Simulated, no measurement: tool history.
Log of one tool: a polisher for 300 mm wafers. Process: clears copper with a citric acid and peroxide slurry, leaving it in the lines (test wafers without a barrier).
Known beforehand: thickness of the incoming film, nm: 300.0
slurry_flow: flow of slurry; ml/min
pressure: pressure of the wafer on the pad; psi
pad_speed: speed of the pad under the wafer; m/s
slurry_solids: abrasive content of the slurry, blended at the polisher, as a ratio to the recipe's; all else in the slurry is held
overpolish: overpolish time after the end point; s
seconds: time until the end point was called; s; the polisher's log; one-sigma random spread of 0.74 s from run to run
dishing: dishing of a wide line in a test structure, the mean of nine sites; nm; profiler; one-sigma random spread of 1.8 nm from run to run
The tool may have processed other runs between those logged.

run  hour  slurry_flow  pressure  pad_speed  slurry_solids  overpolish  seconds  dishing
  1   0.0          270       2.7       1.26            1.0          27   120.35   47.289
  2   5.0          270       2.1       1.26            1.0          27   150.72   37.996
  3  12.0          270       2.6       1.26            1.0          29   124.75   50.290
  4  17.8          270       2.6       1.00            1.0          29   154.37   42.374
  5  25.9          270       3.0       1.06            1.0          30   127.90   49.756
  6  34.5          270       3.0       1.06            1.0          41   130.68   62.221

What will run 7 give?
  7  43.4          270       3.3       1.12            1.0          41        ?        ?

seconds: 111.37 s
dishing: 72.152 nm
